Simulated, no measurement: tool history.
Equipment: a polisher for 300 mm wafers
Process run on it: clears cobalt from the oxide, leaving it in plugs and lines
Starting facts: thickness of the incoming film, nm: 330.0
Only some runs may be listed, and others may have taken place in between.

run  hour  flow of slurry (ml/min)  pressure of the wafer on the pad (psi)  speed of the pad under the wafer (cm/s)  overpolish time after the end point (s)  time until the end point was called (s)  dishing of a wide line in a test structure (Å)
  1   0.0                      200                                     1.5                                       76                                       10                                  142.860                                          210.87
  2   4.9                      200                                     1.8                                       76                                       10                                  117.510                                          242.22
  3   8.9                      200                                     1.6                                       76                                       10                                  129.210                                          220.16
  4  12.4                      200                                     2.0                                       76                                       10                                  107.240                                          263.70
  5  19.5                      200                                     2.1                                       80                                       11                                   96.415                                          314.63
  6  24.0                      200                                     2.2                                       82                                       12                                   91.323                                          340.91

Estimate the outcome of run 7 from the log above:
  7  27.9                      200                                     2.2                                       86                                       13                                        ?                                               ?

Run 7 gave time until the end point was called (s) 89.418, dishing of a wide line in a test structure (Å) 381.05.

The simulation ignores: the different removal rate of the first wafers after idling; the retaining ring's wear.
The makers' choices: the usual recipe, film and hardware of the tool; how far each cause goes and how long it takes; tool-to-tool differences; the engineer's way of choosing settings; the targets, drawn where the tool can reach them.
